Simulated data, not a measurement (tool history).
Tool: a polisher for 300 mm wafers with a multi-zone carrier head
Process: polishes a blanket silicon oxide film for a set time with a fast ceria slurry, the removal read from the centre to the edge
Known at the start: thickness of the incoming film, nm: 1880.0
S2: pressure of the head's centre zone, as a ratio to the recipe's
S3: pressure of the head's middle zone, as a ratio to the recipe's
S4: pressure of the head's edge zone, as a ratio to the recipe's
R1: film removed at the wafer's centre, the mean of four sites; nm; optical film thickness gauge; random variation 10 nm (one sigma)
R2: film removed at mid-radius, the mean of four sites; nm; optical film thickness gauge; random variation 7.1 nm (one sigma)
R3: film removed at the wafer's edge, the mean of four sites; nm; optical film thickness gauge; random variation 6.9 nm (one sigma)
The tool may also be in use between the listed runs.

run 1 day=0.000 | flow_of_slurry_(ml/min)=255 S2=1.00 S3=1.00 S4=1.00 polishing_time_(s)=62 | R1=556.71 R2=563.67 R3=578.62
run 2 day=0.158 | flow_of_slurry_(ml/min)=265 S2=1.02 S3=1.04 S4=1.02 polishing_time_(s)=65 | R1=606.11 R2=611.41 R3=621.46
run 3 day=0.408 | flow_of_slurry_(ml/min)=235 S2=1.02 S3=1.04 S4=1.02 polishing_time_(s)=65 | R1=593.33 R2=602.38 R3=603.63
run 4 day=0.533 | flow_of_slurry_(ml/min)=235 S2=1.02 S3=1.04 S4=0.98 polishing_time_(s)=65 | R1=595.73 R2=607.79 R3=599.84
run 5 day=0.729 | flow_of_slurry_(ml/min)=235 S2=1.02 S3=1.04 S4=1.06 polishing_time_(s)=65 | R1=586.68 R2=599.28 R3=617.44
run 6 day=0.929 | flow_of_slurry_(ml/min)=255 S2=1.03 S3=1.08 S4=1.06 polishing_time_(s)=67 | R1=637.66 R2=643.67 R3=633.80
run 7 day=1.167 | flow_of_slurry_(ml/min)=265 S2=1.02 S3=1.10 S4=1.07 polishing_time_(s)=69 | R1=639.75 R2=673.28 R3=662.23

The next listed run, before its measurement:
run 8 day=1.542 | flow_of_slurry_(ml/min)=275 S2=1.02 S3=1.12 S4=1.07 polishing_time_(s)=70 | R1=? R2=? R3=?

R1: 662.33 nm
R2: 693.32 nm
R3: 676.25 nm

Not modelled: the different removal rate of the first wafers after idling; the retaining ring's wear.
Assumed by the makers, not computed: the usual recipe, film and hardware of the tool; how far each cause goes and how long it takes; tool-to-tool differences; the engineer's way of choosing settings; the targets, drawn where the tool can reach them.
